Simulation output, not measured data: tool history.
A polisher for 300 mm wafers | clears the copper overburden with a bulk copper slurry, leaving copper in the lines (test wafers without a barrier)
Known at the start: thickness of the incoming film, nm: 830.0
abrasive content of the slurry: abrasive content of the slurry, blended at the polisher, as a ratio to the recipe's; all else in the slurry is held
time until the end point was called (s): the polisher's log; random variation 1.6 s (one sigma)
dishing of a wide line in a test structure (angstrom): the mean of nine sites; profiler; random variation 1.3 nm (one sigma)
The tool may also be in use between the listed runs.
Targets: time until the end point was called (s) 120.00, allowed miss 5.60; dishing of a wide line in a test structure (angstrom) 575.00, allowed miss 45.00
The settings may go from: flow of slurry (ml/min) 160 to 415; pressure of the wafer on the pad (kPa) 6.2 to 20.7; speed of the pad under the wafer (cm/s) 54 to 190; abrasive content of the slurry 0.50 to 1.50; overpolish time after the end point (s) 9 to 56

| run | hour | flow of slurry (ml/min) | pressure of the wafer on the pad (kPa) | speed of the pad under the wafer (cm/s) | abrasive content of the slurry | overpolish time after the end point (s) | time until the end point was called (s) | dishing of a wide line in a test structure (angstrom) |
|---|---|---|---|---|---|---|---|---|
| 1 | 0.0 | 265 | 13.1 | 122 | 1.00 | 29 | 140.80 | 768.02 |
| 2 | 5.3 | 265 | 13.1 | 122 | 1.20 | 29 | 135.15 | 760.83 |
| 3 | 9.4 | 265 | 13.1 | 122 | 1.20 | 27 | 136.22 | 728.17 |
| 4 | 17.1 | 265 | 13.1 | 122 | 1.05 | 27 | 141.63 | 713.55 |
| 5 | 18.7 | 240 | 13.1 | 122 | 1.05 | 27 | 139.64 | 734.38 |
| 6 | 26.8 | 240 | 11.0 | 122 | 1.05 | 27 | 170.84 | 645.41 |
|  | 27.9 | slurry nozzle cleaned |
| 7 | 27.9 | 240 | 11.7 | 122 | 1.05 | 25 | 152.13 | 656.21 |
| 8 | 32.6 | 240 | 11.7 | 122 | 1.05 | 24 | 148.92 | 630.22 |

4 next moves are on the table. One of them brings every result within its allowed miss. Which?
| A | 37.3 | 220 | 10.3 | 148 | 0.65 | 27 | ? | ? |
| B | 37.3 | 235 | 12.4 | 122 | 1.00 | 26 | ? | ? |
| C | 37.3 | 170 | 15.2 | 126 | 1.05 | 15 | ? | ? |
| D | 37.3 | 175 | 10.3 | 134 | 1.05 | 26 | ? | ? |

| move | time until the end point was called (s) | dishing of a wide line in a test structure (angstrom) |
|---|---|---|
| A | 155.54 | 664.15 |
| B | 143.49 | 704.88 |
| C | 118.07 | 586.31 |
| D | 161.48 | 637.88 |
A: further off than the last run
B: nearer than the last run, and not there yet
C: meets every target
D: further off than the last run
The right move is C.
